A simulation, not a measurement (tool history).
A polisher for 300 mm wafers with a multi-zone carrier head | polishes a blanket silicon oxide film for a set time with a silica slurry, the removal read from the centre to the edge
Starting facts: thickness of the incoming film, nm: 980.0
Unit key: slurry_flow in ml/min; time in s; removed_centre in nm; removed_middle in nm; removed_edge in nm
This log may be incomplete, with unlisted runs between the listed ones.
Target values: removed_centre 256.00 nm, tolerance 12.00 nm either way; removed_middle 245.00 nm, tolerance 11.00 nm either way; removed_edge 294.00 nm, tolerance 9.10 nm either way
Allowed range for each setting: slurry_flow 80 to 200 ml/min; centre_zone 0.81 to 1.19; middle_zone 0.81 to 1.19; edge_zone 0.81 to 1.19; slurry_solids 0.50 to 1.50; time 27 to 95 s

run 1 hour=0.0 | slurry_flow=130 centre_zone=1.00 middle_zone=1.00 edge_zone=1.00 slurry_solids=1.00 time=61 | removed_centre=218.45 removed_middle=211.07 removed_edge=202.78
run 2 hour=5.4 | slurry_flow=130 centre_zone=1.00 middle_zone=1.00 edge_zone=1.06 slurry_solids=1.00 time=61 | removed_centre=217.86 removed_middle=211.42 removed_edge=211.74
run 3 hour=12.0 | slurry_flow=135 centre_zone=0.99 middle_zone=0.99 edge_zone=1.08 slurry_solids=1.05 time=61 | removed_centre=223.72 removed_middle=220.94 removed_edge=220.62
run 4 hour=17.7 | slurry_flow=135 centre_zone=0.99 middle_zone=0.99 edge_zone=1.08 slurry_solids=0.95 time=61 | removed_centre=211.37 removed_middle=202.06 removed_edge=206.13
run 5 hour=18.7 | slurry_flow=135 centre_zone=1.05 middle_zone=0.99 edge_zone=1.08 slurry_solids=0.95 time=61 | removed_centre=218.37 removed_middle=200.72 removed_edge=206.45
run 6 hour=20.8 | slurry_flow=135 centre_zone=1.05 middle_zone=0.99 edge_zone=1.08 slurry_solids=0.95 time=55 | removed_centre=197.05 removed_middle=180.78 removed_edge=187.59
run 7 hour=21.4 | slurry_flow=135 centre_zone=1.03 middle_zone=0.97 edge_zone=1.09 slurry_solids=1.00 time=56 | removed_centre=200.04 removed_middle=187.23 removed_edge=194.89
-- hour=29.8 edge zone pressure recalibrated
run 8 hour=29.8 | slurry_flow=130 centre_zone=1.03 middle_zone=0.95 edge_zone=1.10 slurry_solids=1.05 time=58 | removed_centre=217.15 removed_middle=195.37 removed_edge=219.88
run 9 hour=38.7 | slurry_flow=130 centre_zone=1.02 middle_zone=0.95 edge_zone=1.11 slurry_solids=1.10 time=58 | removed_centre=225.85 removed_middle=205.45 removed_edge=228.52
run 10 hour=41.6 | slurry_flow=130 centre_zone=1.01 middle_zone=0.95 edge_zone=1.12 slurry_solids=1.15 time=58 | removed_centre=225.56 removed_middle=211.82 removed_edge=234.49
run 11 hour=42.6 | slurry_flow=130 centre_zone=1.01 middle_zone=0.94 edge_zone=1.13 slurry_solids=1.20 time=58 | removed_centre=229.19 removed_middle=215.64 removed_edge=241.09
run 12 hour=43.3 | slurry_flow=130 centre_zone=1.01 middle_zone=0.93 edge_zone=1.14 slurry_solids=1.25 time=58 | removed_centre=234.38 removed_middle=218.12 removed_edge=246.86
run 13 hour=49.3 | slurry_flow=130 centre_zone=1.00 middle_zone=0.92 edge_zone=1.15 slurry_solids=1.30 time=58 | removed_centre=238.70 removed_middle=209.45 removed_edge=251.64
run 14 hour=51.9 | slurry_flow=165 centre_zone=0.90 middle_zone=1.02 edge_zone=1.19 slurry_solids=1.50 time=60 | removed_centre=243.61 removed_middle=273.04 removed_edge=289.80
run 15 hour=60.4 | slurry_flow=165 centre_zone=0.91 middle_zone=1.01 edge_zone=1.19 slurry_solids=1.50 time=60 | removed_centre=253.88 removed_middle=267.05 removed_edge=290.36
run 16 hour=64.0 | slurry_flow=165 centre_zone=0.91 middle_zone=1.00 edge_zone=1.19 slurry_solids=1.50 time=60 | removed_centre=246.13 removed_middle=263.83 removed_edge=294.13

Of the 4 settings listed for the next run, only one would bring every result within its allowed miss of target. Which one?
run A hour=67.6 | slurry_flow=165 centre_zone=0.81 middle_zone=1.10 edge_zone=1.19 slurry_solids=1.50 time=64 | removed_centre=? removed_middle=? removed_edge=?
run B hour=67.6 | slurry_flow=165 centre_zone=0.93 middle_zone=1.02 edge_zone=1.19 slurry_solids=1.50 time=60 | removed_centre=? removed_middle=? removed_edge=?
run C hour=67.6 | slurry_flow=105 centre_zone=0.82 middle_zone=0.90 edge_zone=1.19 slurry_solids=1.50 time=65 | removed_centre=? removed_middle=? removed_edge=?
run D hour=67.6 | slurry_flow=165 centre_zone=0.93 middle_zone=0.90 edge_zone=1.19 slurry_solids=1.50 time=60 | removed_centre=? removed_middle=? removed_edge=?

move=A removed_centre=238.75 removed_middle=315.08 removed_edge=312.91
move=B removed_centre=257.16 removed_middle=276.81 removed_edge=293.66
move=C removed_centre=221.36 removed_middle=246.85 removed_edge=298.96
move=D removed_centre=256.94 removed_middle=249.23 removed_edge=294.14
A: the biggest miss grows against the last run
B: the biggest miss grows against the last run
C: puts the biggest miss on target and leaves a different result outside tolerance
D: all results land within tolerance of their targets
D is the move that brings every result within its allowed miss.

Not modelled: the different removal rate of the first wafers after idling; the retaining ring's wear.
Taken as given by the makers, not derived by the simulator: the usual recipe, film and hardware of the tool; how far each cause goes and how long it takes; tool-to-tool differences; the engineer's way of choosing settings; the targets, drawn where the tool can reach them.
